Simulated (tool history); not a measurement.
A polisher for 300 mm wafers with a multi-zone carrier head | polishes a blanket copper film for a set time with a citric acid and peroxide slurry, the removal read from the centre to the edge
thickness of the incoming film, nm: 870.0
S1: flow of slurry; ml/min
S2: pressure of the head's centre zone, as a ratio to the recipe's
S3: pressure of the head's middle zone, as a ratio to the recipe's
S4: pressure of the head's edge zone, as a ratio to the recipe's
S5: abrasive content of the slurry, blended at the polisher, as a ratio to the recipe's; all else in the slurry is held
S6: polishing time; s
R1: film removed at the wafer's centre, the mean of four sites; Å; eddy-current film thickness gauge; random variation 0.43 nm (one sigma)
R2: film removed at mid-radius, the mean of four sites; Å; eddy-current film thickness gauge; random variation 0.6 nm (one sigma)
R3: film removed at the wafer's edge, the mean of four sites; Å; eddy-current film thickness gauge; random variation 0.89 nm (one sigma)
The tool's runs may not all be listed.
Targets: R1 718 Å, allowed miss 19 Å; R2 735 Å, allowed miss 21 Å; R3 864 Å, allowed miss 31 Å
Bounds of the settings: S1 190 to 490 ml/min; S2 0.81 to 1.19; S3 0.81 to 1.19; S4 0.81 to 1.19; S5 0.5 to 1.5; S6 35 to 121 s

run  hour   S1    S2    S3    S4    S5  S6      R1      R2      R3
  1     0  315     1     1     1     1  78  922.36  913.71  885.03
  2   7.4  300  0.95  0.94  1.01  0.95  78  862.91  859.56  867.98
  3  13.5  300  0.95  0.94  1.01  0.75  78  823.75  825.12  808.13
  4  21.5  300  0.91  0.94  1.01  0.75  78  780.97  823.51  830.61
  5  23.3  290  0.89   0.9  1.04  0.75  78  770.97  790.24  823.72
  6  31.5  280  0.87  0.88  1.07   0.8  78  749.07  791.75  883.11
  7  34.1  270  0.86  0.86  1.07   0.8  78  737.61  770.13  858.41
  8  35.1  260  0.86  0.85  1.08   0.8  78  744.73  751.51  860.15
     39.8  -- worn pad replaced by a new one
  9  39.8  255  0.85  0.85  1.08   0.8  78   789.9  817.21  936.42
 10  48.2  255  0.85  0.85  1.08   0.8  78   799.2  817.46  954.28
 11  54.8  275  0.85  0.84  1.09   0.8  78  788.74  828.31  923.48
 12  62.8  260  0.85  0.86  1.07   0.8  78  788.32  824.49  945.52
 13  68.3  265  0.85  0.85   1.1   0.8  78   794.1  824.68   960.7
 14  73.7  250  0.84  0.84  1.08   0.8  78  783.21  801.39  935.24
 15  77.8  220  0.81  0.82  1.05   0.6  77  690.68  738.78  839.18
 16  80.2  220  0.81  0.82  1.05   0.6  77  684.02  729.03  855.27

Which of these 5 next moves meets every target?
  A  82.6  220   0.9  0.81  1.01   0.8  72   ?   ?   ?
  B  82.6  190  0.81  0.84  0.94  0.65  80   ?   ?   ?
  C  82.6  390  0.81   0.9  1.08  0.75  65   ?   ?   ?
  D  82.6  205  0.83  0.82  1.06  0.65  77   ?   ?   ?
  E  82.6  280  0.81  0.92  1.12   0.7  70   ?   ?   ?

move      R1      R2      R3
   A  752.46  719.93  815.97
   B  706.39  776.26  828.49
   C  641.02  739.41  782.82
   D  704.67  739.84  851.66
   E  660.07  777.47  828.47
A: takes the result that was furthest off past its target
B: brings the result that was furthest off to its target, and leaves another outside
C: further off than the last run
D: meets every target
E: further off than the last run
Answer: D
